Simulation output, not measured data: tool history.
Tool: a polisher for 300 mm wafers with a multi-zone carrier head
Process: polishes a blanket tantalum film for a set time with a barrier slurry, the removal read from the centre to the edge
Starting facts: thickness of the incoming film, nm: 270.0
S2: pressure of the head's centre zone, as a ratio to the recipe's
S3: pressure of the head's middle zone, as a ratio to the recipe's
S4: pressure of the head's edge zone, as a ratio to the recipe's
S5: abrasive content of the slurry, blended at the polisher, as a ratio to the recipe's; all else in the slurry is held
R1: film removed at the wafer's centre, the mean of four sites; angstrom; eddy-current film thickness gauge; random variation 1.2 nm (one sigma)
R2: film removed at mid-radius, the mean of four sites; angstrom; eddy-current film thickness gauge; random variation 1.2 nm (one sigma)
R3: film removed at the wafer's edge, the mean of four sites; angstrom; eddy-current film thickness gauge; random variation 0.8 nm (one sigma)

run 1 hour=0.0 | flow_of_slurry_(ml/min)=270 S2=1.00 S3=1.00 S4=1.00 S5=1.00 polishing_time_(s)=45 | R1=1154.7 R2=1164.5 R3=1119.4
run 2 hour=2.1 | flow_of_slurry_(ml/min)=270 S2=1.00 S3=1.00 S4=1.00 S5=0.90 polishing_time_(s)=45 | R1=1115.4 R2=1111.7 R3=1104.6
run 3 hour=11.0 | flow_of_slurry_(ml/min)=270 S2=1.00 S3=1.00 S4=0.99 S5=0.85 polishing_time_(s)=45 | R1=1126.6 R2=1097.0 R3=1072.7
run 4 hour=16.7 | flow_of_slurry_(ml/min)=270 S2=0.98 S3=0.99 S4=0.98 S5=0.80 polishing_time_(s)=45 | R1=1076.7 R2=1097.5 R3=1058.8
run 5 hour=18.8 | flow_of_slurry_(ml/min)=305 S2=0.98 S3=0.99 S4=0.98 S5=0.80 polishing_time_(s)=45 | R1=1081.8 R2=1103.2 R3=1067.3
run 6 hour=27.8 | flow_of_slurry_(ml/min)=350 S2=0.98 S3=0.99 S4=0.98 S5=0.80 polishing_time_(s)=45 | R1=1107.3 R2=1132.3 R3=1078.1
run 7 hour=30.2 | flow_of_slurry_(ml/min)=345 S2=0.97 S3=0.98 S4=0.97 S5=0.75 polishing_time_(s)=45 | R1=1099.8 R2=1080.5 R3=1066.9
run 8 hour=34.9 | flow_of_slurry_(ml/min)=345 S2=0.96 S3=0.98 S4=0.96 S5=0.70 polishing_time_(s)=45 | R1=1042.4 R2=1058.7 R3=1039.3
run 9 hour=39.8 | flow_of_slurry_(ml/min)=345 S2=0.96 S3=0.98 S4=0.95 S5=0.70 polishing_time_(s)=45 | R1=1039.5 R2=1090.4 R3=1039.8

Predict the results of run 10:
run 10 hour=41.2 | flow_of_slurry_(ml/min)=345 S2=0.96 S3=0.98 S4=0.95 S5=0.70 polishing_time_(s)=45 | R1=? R2=? R3=?

R1: 1048.1 angstrom
R2: 1072.4 angstrom
R3: 1032.3 angstrom
